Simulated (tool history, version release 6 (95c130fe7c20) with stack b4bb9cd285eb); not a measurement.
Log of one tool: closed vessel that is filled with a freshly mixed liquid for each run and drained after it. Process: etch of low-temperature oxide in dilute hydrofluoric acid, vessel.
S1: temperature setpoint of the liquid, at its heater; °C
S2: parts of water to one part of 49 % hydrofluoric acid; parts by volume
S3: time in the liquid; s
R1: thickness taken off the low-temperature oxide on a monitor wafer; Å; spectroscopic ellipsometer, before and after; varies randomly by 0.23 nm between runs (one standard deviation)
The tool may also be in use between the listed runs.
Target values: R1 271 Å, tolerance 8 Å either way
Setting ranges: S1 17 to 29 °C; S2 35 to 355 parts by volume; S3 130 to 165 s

{"run": 1, "day": 0.0, "S1": 21, "S2": 195, "S3": 165, "R1": 79.651}
{"run": 2, "day": 0.221, "S1": 21, "S2": 195, "S3": 165, "R1": 79.548}
{"run": 3, "day": 0.504, "S1": 23.5, "S2": 140, "S3": 165, "R1": 129.5}
{"run": 4, "day": 0.783, "S1": 25.5, "S2": 115, "S3": 165, "R1": 176.21}
{"run": 5, "day": 0.946, "S1": 25.5, "S2": 115, "S3": 130, "R1": 139.89}
{"run": 6, "day": 1.004, "S1": 25.5, "S2": 115, "S3": 165, "R1": 176.16}
{"run": 7, "day": 1.217, "S1": 26.5, "S2": 105, "S3": 165, "R1": 204.07}
{"day": 1.588, "done": "hydrofluoric acid flow meter replaced"}
{"run": 8, "day": 1.588, "S1": 29, "S2": 80, "S3": 165, "R1": 327.95}
{"run": 9, "day": 1.704, "S1": 28.5, "S2": 80, "S3": 165, "R1": 326.2}
{"run": 10, "day": 1.938, "S1": 28, "S2": 80, "S3": 165, "R1": 318.21}
{"run": 11, "day": 2.233, "S1": 24, "S2": 85, "S3": 165, "R1": 256.73}

5 next moves are on the table. One of them brings every result within its allowed miss. Which?
{"run": "A", "day": 2.529, "S1": 26, "S2": 90, "S3": 150, "R1": "?"}
{"run": "B", "day": 2.529, "S1": 24, "S2": 70, "S3": 150, "R1": "?"}
{"run": "C", "day": 2.529, "S1": 20, "S2": 65, "S3": 140, "R1": "?"}
{"run": "D", "day": 2.529, "S1": 22.5, "S2": 75, "S3": 145, "R1": "?"}
{"run": "E", "day": 2.529, "S1": 24, "S2": 80, "S3": 165, "R1": "?"}

move=A R1=237.07
move=B R1=288.85
move=C R1=247.66
move=D R1=243.63
move=E R1=274.48
A: misses by more than the last run did
B: pushes the last run's worst result past its target
C: misses by more than the last run did
D: misses by more than the last run did
E: in spec on every target
The move that meets every target is E.
